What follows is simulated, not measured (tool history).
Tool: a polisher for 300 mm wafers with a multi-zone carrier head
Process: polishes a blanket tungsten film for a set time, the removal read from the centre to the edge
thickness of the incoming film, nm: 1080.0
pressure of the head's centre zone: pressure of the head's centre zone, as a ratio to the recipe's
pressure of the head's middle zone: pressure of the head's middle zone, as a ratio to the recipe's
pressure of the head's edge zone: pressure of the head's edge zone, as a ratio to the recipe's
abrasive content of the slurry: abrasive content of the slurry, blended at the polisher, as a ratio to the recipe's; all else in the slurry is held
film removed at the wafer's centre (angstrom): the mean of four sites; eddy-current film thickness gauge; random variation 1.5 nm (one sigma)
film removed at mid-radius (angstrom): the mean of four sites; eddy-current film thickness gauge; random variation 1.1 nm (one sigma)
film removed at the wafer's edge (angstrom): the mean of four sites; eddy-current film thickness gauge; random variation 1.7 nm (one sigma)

run	hour	flow of slurry (ml/min)	pressure of the head's centre zone	pressure of the head's middle zone	pressure of the head's edge zone	abrasive content of the slurry	polishing time (s)	film removed at the wafer's centre (angstrom)	film removed at mid-radius (angstrom)	film removed at the wafer's edge (angstrom)
1	0	180	1	1	1	1	45	2696.8	2594.4	2720.9
2	6.1	180	1.07	1	1	1	45	2870.2	2615.1	2676.3
3	8.4	145	1.07	1	1	1	45	2811.9	2566	2649.2
4	16.5	140	1.01	1	0.98	0.85	41	2213.4	2204.9	2256
5	22.8	135	0.97	0.97	0.95	0.75	40	2022	1948	2047.5
6	25.1	135	0.97	0.97	0.95	0.75	50	2549.2	2457.4	2539
7	25.9	130	0.93	0.97	0.95	0.7	47	2183.8	2229.8	2300.2
8	30	125	0.9	0.96	0.94	0.65	45	1948	2068.4	2109.7
9	37.9	120	0.88	0.94	0.94	0.6	44	1797.5	1874.7	1991.8
10	45.6	120	0.86	0.93	0.93	0.55	43	1655.5	1748.8	1878.7

The next listed run, before its measurement:
11	54.6	110	0.81	0.91	0.87	0.5	42	?	?	?

{"run 11": {"film removed at the wafer's centre (angstrom)": 1423.8, "film removed at mid-radius (angstrom)": 1565.5, "film removed at the wafer's edge (angstrom)": 1652.9}}
